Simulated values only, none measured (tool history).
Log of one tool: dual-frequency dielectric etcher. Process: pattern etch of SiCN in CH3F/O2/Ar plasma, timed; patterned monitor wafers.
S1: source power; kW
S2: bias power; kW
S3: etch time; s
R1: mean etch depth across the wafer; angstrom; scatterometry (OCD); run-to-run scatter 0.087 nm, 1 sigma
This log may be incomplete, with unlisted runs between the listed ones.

run    day    S1     S2    S3      R1
  1      0  0.55  0.074  49.5  213.72
  2  0.154  0.61  0.074  49.5  221.95
  3  0.246  0.61  0.074  49.5  221.43
  4  0.571  0.67  0.074  49.5  227.22
  5  0.821   0.6  0.074  49.5  222.34
  6  1.158  0.55  0.072  49.5  211.69
  7  1.388  0.51  0.071  49.5     206
  8  1.508  0.48   0.07  49.5  200.81

Run 9, settings as shown, results not yet in. Your forecast:
     1.796  -- bias power generator calibrated
  9  1.796  0.46  0.07  49.5   ?

R1: 194.69 angstrom

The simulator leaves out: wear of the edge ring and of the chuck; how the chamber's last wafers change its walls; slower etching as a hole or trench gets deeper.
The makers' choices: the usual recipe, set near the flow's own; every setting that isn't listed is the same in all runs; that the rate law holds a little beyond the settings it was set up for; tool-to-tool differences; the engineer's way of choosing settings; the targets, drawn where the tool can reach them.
